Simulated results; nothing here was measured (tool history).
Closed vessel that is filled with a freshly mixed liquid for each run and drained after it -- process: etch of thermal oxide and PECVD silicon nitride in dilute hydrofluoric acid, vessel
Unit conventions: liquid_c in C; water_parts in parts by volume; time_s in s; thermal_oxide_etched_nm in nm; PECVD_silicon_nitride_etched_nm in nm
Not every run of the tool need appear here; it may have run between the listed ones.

run  hour  liquid_c  water_parts  time_s  thermal_oxide_etched_nm  PECVD_silicon_nitride_etched_nm
  1   0.0      25.0           55     255                  21.1630                          16.5460
  2   8.3      23.0           55     255                  19.4050                          14.6800
  3   9.5      23.0           55     185                  14.0210                          10.5170
  4  14.6      23.0           65     190                  12.2020                           9.3364
  5  16.1      26.5           65     190                  13.9790                          11.8030
  6  18.9      25.5           70     195                  12.6880                          10.2890
     25.9  -- thermometer replaced
  7  25.9      25.0           75     195                  12.0940                          10.5310
  8  34.2      23.0           80     195                  10.3720                           8.5555
  9  38.9      22.0           85     200                   9.6123                           7.7771
 10  46.1      21.5           85     200                   9.5033                           7.5638
 11  52.8      21.5           85     200                   9.5845                           7.5382

Predict the results of run 12:
 12  54.1      21.5           90     200                        ?                                ?

{"run 12": {"thermal_oxide_etched_nm": 8.9306, "PECVD_silicon_nitride_etched_nm": 7.1422}}
